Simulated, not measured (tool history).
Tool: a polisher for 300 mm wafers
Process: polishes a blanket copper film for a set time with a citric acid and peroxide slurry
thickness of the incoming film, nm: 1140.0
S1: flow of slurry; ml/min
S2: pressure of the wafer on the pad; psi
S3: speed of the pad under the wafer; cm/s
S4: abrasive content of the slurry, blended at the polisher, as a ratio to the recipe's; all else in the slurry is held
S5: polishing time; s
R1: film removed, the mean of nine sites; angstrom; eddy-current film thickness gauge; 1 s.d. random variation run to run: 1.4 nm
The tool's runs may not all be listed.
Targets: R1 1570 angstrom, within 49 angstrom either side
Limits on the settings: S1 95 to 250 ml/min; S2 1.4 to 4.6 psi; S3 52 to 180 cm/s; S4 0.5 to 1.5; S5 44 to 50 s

| run | day | S1 | S2 | S3 | S4 | S5 | R1 |
|---|---|---|---|---|---|---|---|
| 1 | 0 | 160 | 3 | 116 | 1 | 50 | 1228.8 |
| 2 | 0.154 | 160 | 3 | 116 | 1.1 | 50 | 1279.9 |
| 3 | 0.217 | 170 | 3.2 | 116 | 1.1 | 50 | 1336.3 |
| 4 | 0.417 | 170 | 3.4 | 116 | 1.1 | 50 | 1449.8 |
| 5 | 0.608 | 195 | 3.4 | 116 | 1.1 | 50 | 1459.8 |
| 6 | 0.975 | 195 | 3.4 | 116 | 1.1 | 44 | 1290.7 |
| 7 | 1.004 | 195 | 3.6 | 116 | 1.1 | 44 | 1364.2 |
| 8 | 1.075 | 195 | 3.8 | 116 | 1.1 | 44 | 1444.9 |
| 9 | 1.417 | 195 | 3.9 | 116 | 1.1 | 44 | 1471.6 |
| 10 | 1.633 | 195 | 4 | 116 | 1.1 | 44 | 1514 |

Pick the move, out of 4, that brings all results within their allowed miss; only one does.
| A | 1.85 | 200 | 3.7 | 130 | 1.1 | 46 | ? |
| B | 1.85 | 195 | 3.7 | 128 | 1.15 | 49 | ? |
| C | 1.85 | 225 | 4.5 | 92 | 0.95 | 47 | ? |
| D | 1.85 | 185 | 4 | 114 | 1.1 | 47 | ? |

| move | R1 |
|---|---|
| A | 1659.7 |
| B | 1749.5 |
| C | 1449.9 |
| D | 1593.5 |
A: carries the result that was furthest off beyond its target, to the other side
B: carries the result that was furthest off beyond its target, to the other side
C: further off than the last run
D: all results in spec
The move that meets every target is D.
